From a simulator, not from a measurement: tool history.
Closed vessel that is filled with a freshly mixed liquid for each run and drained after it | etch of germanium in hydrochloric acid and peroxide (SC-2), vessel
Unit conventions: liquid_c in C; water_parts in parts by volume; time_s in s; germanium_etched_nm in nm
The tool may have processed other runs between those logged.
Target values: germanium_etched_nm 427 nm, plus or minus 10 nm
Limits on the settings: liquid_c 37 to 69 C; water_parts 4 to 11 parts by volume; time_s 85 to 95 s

run,hour,liquid_c,water_parts,time_s,germanium_etched_nm
1,0,53,6,85,269.83
2,2.8,53,8,85,262.13
3,9.4,48.5,8,85,234.06
4,17.4,48.5,8,85,227.1
5,23.9,48.5,6,85,235.82
6,31.5,48.5,4.5,85,234.87
7,36.7,53,4.5,85,273.36
8,41.9,53,4.5,85,268.37
9,49.7,56.5,4.5,85,303.21
10,52.3,59,4.5,85,328.89
11,59.2,61,4.5,85,352.58
12,66.6,62.5,4.5,85,367.53
13,75.3,63.5,4.5,85,376.12
14,76,68.5,4.5,85,435.55
# hour 80.6: thermometer replaced
15,80.6,68.5,4.5,85,459.82
16,85.7,68,4.5,85,449.82
17,91.7,67.5,4.5,85,450.22

Of the 5 settings listed for the next run, only one would bring every result within its allowed miss of target. Which one?
A,97.7,67.5,4,90,?
B,97.7,66,4.5,85,?
C,97.7,65.5,6.5,95,?
D,97.7,69,7,90,?
E,97.7,66.5,5,90,?

move,germanium_etched_nm
A,472.2
B,425.78
C,461.4
D,480.51
E,455.84
A: further off than the last run
B: every result lands within tolerance
C: further off than the last run
D: further off than the last run
E: further off than the last run
Answer: B
